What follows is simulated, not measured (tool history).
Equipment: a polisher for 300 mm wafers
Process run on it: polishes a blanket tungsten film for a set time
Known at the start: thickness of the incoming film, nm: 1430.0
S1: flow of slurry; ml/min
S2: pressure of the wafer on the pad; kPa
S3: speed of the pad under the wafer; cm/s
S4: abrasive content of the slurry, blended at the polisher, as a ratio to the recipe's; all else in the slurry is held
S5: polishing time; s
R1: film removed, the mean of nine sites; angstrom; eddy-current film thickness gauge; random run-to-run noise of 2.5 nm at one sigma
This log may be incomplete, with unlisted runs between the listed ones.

run	day	S1	S2	S3	S4	S5	R1
1	0	300	20	112	1	74	2728.4
2	0.308	300	20	112	1	78	2850.8
3	0.358	300	17.2	110	1	78	2482.7
4	0.729	300	14.5	110	1	78	2237
5	1.104	275	14.5	110	1	78	2146.7
6	1.229	275	19.3	110	1	78	2701.1
7	1.35	275	17.2	108	1	78	2472.2

Estimate the outcome of run 8 from the log above:
8	1.462	275	15.2	106	1	78	?

{"run 8": {"R1": 2161.9}}
